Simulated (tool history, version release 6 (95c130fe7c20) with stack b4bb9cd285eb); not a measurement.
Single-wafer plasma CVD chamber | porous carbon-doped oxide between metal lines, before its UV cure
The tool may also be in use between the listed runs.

run,hour,heater temperature setpoint (K),RF power (kW),deposition time (s),mean film thickness on the monitor wafer (Å)
1,0,593.15,0.55,32.4,1696.1
2,2.2,587.15,0.55,32.4,1758
3,10.8,583.15,0.575,32.4,1884
4,19.6,580.15,0.585,32.4,1942.4
5,21.4,577.15,0.595,32.4,2003
6,23.6,585.15,0.595,32.4,1923.1

Predict the results of run 7:
7,32.6,581.15,0.6,32.4,?

Run 7 yielded mean film thickness on the monitor wafer (Å) 1960.
